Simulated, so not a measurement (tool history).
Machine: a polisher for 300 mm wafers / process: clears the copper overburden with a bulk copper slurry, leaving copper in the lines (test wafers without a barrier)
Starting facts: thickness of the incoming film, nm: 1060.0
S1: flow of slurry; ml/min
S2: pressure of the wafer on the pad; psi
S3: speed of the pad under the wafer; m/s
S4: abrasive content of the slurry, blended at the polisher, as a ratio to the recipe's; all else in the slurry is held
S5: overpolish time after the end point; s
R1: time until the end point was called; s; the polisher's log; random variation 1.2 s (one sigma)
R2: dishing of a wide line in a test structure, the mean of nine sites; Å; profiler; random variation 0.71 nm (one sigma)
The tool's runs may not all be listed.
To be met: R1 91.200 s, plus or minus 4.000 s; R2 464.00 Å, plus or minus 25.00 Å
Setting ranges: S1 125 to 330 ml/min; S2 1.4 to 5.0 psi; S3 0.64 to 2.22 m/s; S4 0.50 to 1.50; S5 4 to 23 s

run,day,S1,S2,S3,S4,S5,R1,R2
1,0.000,210,3.2,1.42,1.00,12,77.984,731.00
2,0.158,210,3.1,1.42,1.00,11,81.791,689.35
3,0.296,210,3.0,1.44,1.00,10,84.504,656.90
4,0.579,215,3.0,1.44,1.00,9,83.204,597.85
5,0.750,215,3.5,1.44,1.00,9,70.089,664.57
6,0.967,215,2.7,1.44,1.00,9,92.336,567.60
7,1.092,220,2.7,1.44,1.00,8,92.352,519.79
8,1.183,225,2.7,1.44,1.00,8,90.752,502.98
9,1.400,230,2.7,1.44,1.00,8,91.543,537.44
10,1.542,225,2.7,1.44,1.00,6,91.744,416.15

Exactly one of the 5 candidate moves below puts every result within its allowed miss. Which one?
A,1.683,195,2.8,1.62,1.10,5,?,?
B,1.683,220,2.2,1.82,1.10,5,?,?
C,1.683,205,2.4,1.72,0.90,6,?,?
D,1.683,250,2.5,1.54,1.00,7,?,?
E,1.683,295,2.1,1.94,0.95,6,?,?

move,R1,R2
A,78.938,417.25
B,89.999,371.72
C,89.425,431.35
D,90.643,479.00
E,89.059,428.42
A: its largest miss is bigger than the last run's
B: its largest miss is bigger than the last run's
C: gains on the last run, yet a result remains outside its allowed miss
D: meets every target
E: gains on the last run, yet a result remains outside its allowed miss
Go with D: it meets all targets.

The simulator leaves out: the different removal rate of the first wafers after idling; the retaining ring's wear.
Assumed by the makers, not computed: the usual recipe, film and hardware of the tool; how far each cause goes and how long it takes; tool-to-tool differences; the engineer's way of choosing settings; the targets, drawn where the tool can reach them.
